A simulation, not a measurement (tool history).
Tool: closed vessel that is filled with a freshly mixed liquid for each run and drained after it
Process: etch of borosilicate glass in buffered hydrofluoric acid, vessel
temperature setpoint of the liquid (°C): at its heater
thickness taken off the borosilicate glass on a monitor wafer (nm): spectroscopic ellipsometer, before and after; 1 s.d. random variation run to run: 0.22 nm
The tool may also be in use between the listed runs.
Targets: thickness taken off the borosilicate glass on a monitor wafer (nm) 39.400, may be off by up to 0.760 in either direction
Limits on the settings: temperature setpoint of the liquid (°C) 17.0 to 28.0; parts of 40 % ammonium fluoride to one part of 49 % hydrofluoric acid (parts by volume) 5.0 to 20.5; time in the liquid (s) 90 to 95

| run | hour | temperature setpoint of the liquid (°C) | parts of 40 % ammonium fluoride to one part of 49 % hydrofluoric acid (parts by volume) | time in the liquid (s) | thickness taken off the borosilicate glass on a monitor wafer (nm) |
|---|---|---|---|---|---|
| 1 | 0.0 | 20.0 | 12.5 | 90 | 71.044 |
| 2 | 5.8 | 19.0 | 14.0 | 90 | 59.477 |
| 3 | 12.1 | 17.0 | 14.0 | 90 | 53.418 |
| 4 | 13.5 | 17.0 | 14.0 | 90 | 53.885 |
| 5 | 19.2 | 19.0 | 14.0 | 90 | 60.085 |
| 6 | 25.5 | 18.5 | 15.0 | 90 | 54.374 |
| 7 | 26.7 | 18.0 | 16.0 | 90 | 49.438 |
| 8 | 34.4 | 18.0 | 16.0 | 90 | 49.741 |
| 9 | 39.5 | 17.5 | 17.0 | 90 | 45.618 |

Of the 4 settings listed for the next run, only one would bring every result within its allowed miss of target. Which one?
| A | 44.6 | 18.0 | 20.0 | 90 | ? |
| B | 44.6 | 19.5 | 15.0 | 90 | ? |
| C | 44.6 | 17.0 | 15.0 | 95 | ? |
| D | 44.6 | 17.0 | 18.0 | 90 | ? |

| move | thickness taken off the borosilicate glass on a monitor wafer (nm) |
|---|---|
| A | 39.876 |
| B | 57.677 |
| C | 52.991 |
| D | 41.878 |
A: in spec on every target
B: misses by more than the last run did
C: misses by more than the last run did
D: nearer than the last run, and not there yet
A is the move that brings every result within its allowed miss.
